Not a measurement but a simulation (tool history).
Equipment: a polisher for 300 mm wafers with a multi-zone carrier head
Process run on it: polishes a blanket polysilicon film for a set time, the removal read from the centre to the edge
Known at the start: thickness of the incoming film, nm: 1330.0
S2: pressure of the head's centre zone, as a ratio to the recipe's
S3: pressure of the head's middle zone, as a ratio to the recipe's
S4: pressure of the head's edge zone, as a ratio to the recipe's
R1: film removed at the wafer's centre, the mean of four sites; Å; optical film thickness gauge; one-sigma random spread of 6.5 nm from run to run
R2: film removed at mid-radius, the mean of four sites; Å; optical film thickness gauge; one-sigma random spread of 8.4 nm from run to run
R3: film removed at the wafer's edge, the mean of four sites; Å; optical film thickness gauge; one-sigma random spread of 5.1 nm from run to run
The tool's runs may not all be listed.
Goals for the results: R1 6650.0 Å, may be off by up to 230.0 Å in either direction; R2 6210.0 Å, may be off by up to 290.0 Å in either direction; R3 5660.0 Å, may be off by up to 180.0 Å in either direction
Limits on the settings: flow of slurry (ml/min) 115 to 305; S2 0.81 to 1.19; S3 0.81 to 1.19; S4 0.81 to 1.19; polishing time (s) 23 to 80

{"run": 1, "hour": 0.0, "flow of slurry (ml/min)": 195, "S2": 1.0, "S3": 1.0, "S4": 1.0, "polishing time (s)": 51, "R1": 4670.2, "R2": 4697.2, "R3": 4512.7}
{"run": 2, "hour": 1.0, "flow of slurry (ml/min)": 200, "S2": 1.02, "S3": 1.01, "S4": 1.01, "polishing time (s)": 52, "R1": 4790.5, "R2": 4805.9, "R3": 4814.1}
{"run": 3, "hour": 2.4, "flow of slurry (ml/min)": 205, "S2": 1.04, "S3": 1.02, "S4": 0.99, "polishing time (s)": 53, "R1": 4991.0, "R2": 4923.8, "R3": 4708.6}
{"run": 4, "hour": 4.5, "flow of slurry (ml/min)": 210, "S2": 1.06, "S3": 1.03, "S4": 0.99, "polishing time (s)": 54, "R1": 5254.6, "R2": 5072.4, "R3": 4880.6}
{"run": 5, "hour": 12.5, "flow of slurry (ml/min)": 210, "S2": 1.06, "S3": 1.03, "S4": 0.99, "polishing time (s)": 64, "R1": 6191.3, "R2": 5895.6, "R3": 5750.2}
{"run": 6, "hour": 21.3, "flow of slurry (ml/min)": 210, "S2": 0.98, "S3": 1.03, "S4": 0.99, "polishing time (s)": 64, "R1": 5731.8, "R2": 6167.9, "R3": 5767.8}
{"run": 7, "hour": 22.0, "flow of slurry (ml/min)": 215, "S2": 1.0, "S3": 1.03, "S4": 0.98, "polishing time (s)": 64, "R1": 5821.6, "R2": 6092.7, "R3": 5735.7}
{"run": 8, "hour": 30.7, "flow of slurry (ml/min)": 220, "S2": 1.01, "S3": 1.03, "S4": 0.97, "polishing time (s)": 64, "R1": 5885.0, "R2": 6039.9, "R3": 5727.8}
{"run": 9, "hour": 32.9, "flow of slurry (ml/min)": 220, "S2": 1.02, "S3": 1.04, "S4": 0.96, "polishing time (s)": 64, "R1": 5910.3, "R2": 6024.7, "R3": 5778.6}
{"run": 10, "hour": 36.1, "flow of slurry (ml/min)": 215, "S2": 1.04, "S3": 1.06, "S4": 0.96, "polishing time (s)": 64, "R1": 6130.9, "R2": 6098.1, "R3": 5732.7}
{"run": 11, "hour": 37.6, "flow of slurry (ml/min)": 215, "S2": 1.05, "S3": 1.07, "S4": 0.95, "polishing time (s)": 64, "R1": 6263.3, "R2": 6218.3, "R3": 5670.9}
{"run": 12, "hour": 41.0, "flow of slurry (ml/min)": 215, "S2": 1.06, "S3": 1.07, "S4": 0.95, "polishing time (s)": 64, "R1": 6093.9, "R2": 6221.1, "R3": 5660.0}
{"run": 13, "hour": 41.9, "flow of slurry (ml/min)": 250, "S2": 1.16, "S3": 1.04, "S4": 0.91, "polishing time (s)": 64, "R1": 7016.3, "R2": 6081.1, "R3": 5641.3}

Exactly one of the 5 candidate moves below puts every result within its allowed miss. Which one?
{"run": "A", "hour": 42.8, "flow of slurry (ml/min)": 230, "S2": 0.99, "S3": 1.15, "S4": 0.96, "polishing time (s)": 68, "R1": "?", "R2": "?", "R3": "?"}
{"run": "B", "hour": 42.8, "flow of slurry (ml/min)": 305, "S2": 1.12, "S3": 0.93, "S4": 0.87, "polishing time (s)": 69, "R1": "?", "R2": "?", "R3": "?"}
{"run": "C", "hour": 42.8, "flow of slurry (ml/min)": 235, "S2": 1.18, "S3": 1.04, "S4": 0.86, "polishing time (s)": 67, "R1": "?", "R2": "?", "R3": "?"}
{"run": "D", "hour": 42.8, "flow of slurry (ml/min)": 280, "S2": 1.15, "S3": 1.1, "S4": 0.97, "polishing time (s)": 62, "R1": "?", "R2": "?", "R3": "?"}
{"run": "E", "hour": 42.8, "flow of slurry (ml/min)": 180, "S2": 1.19, "S3": 0.91, "S4": 0.81, "polishing time (s)": 70, "R1": "?", "R2": "?", "R3": "?"}

move=A R1=6173.6 R2=6837.5 R3=6139.1
move=B R1=7283.3 R2=6021.8 R3=6081.5
move=C R1=7270.5 R2=6228.8 R3=5766.1
move=D R1=6674.5 R2=6119.9 R3=5703.9
move=E R1=7433.0 R2=5719.2 R3=5763.3
A: carries the result that was furthest off beyond its target, to the other side
B: the biggest miss grows against the last run
C: the biggest miss grows against the last run
D: all results land within tolerance of their targets
E: the biggest miss grows against the last run
D meets every target.
